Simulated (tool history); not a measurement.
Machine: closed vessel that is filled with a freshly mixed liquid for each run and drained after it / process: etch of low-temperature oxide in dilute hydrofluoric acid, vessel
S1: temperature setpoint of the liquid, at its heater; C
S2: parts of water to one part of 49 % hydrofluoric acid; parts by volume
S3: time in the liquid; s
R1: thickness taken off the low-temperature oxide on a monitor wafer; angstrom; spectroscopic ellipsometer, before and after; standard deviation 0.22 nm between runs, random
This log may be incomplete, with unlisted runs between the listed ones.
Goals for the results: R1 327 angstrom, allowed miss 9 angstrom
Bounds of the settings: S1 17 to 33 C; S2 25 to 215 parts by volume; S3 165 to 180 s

run,hour,S1,S2,S3,R1
1,0,25,120,165,374.1
2,9.2,24.5,120,165,366.44
3,16.7,24,120,165,357.36
4,23.1,24,120,180,392.66
5,25.2,23.5,120,180,383.52
6,28.3,23,120,180,377.95
7,29.4,22.5,120,180,371.16
8,36.5,22,120,180,360.32
9,44.9,21.5,120,180,354.84
10,54.2,21,120,180,351.74

Below are 4 possible settings for the next run. Only one of them brings all results inside the allowed miss of their targets. Which is it?
A,63.5,20,120,165,?
B,63.5,22,125,180,?
C,63.5,20.5,115,165,?
D,63.5,19,105,170,?

move,R1
A,308.76
B,348.43
C,330.58
D,354.7
A: the result that was furthest off in the last run now lies on the other side of its target
B: gains on the last run, yet a result remains outside its allowed miss
C: every result lands within tolerance
D: moves away from the targets compared with the last run
The move that meets every target is C.
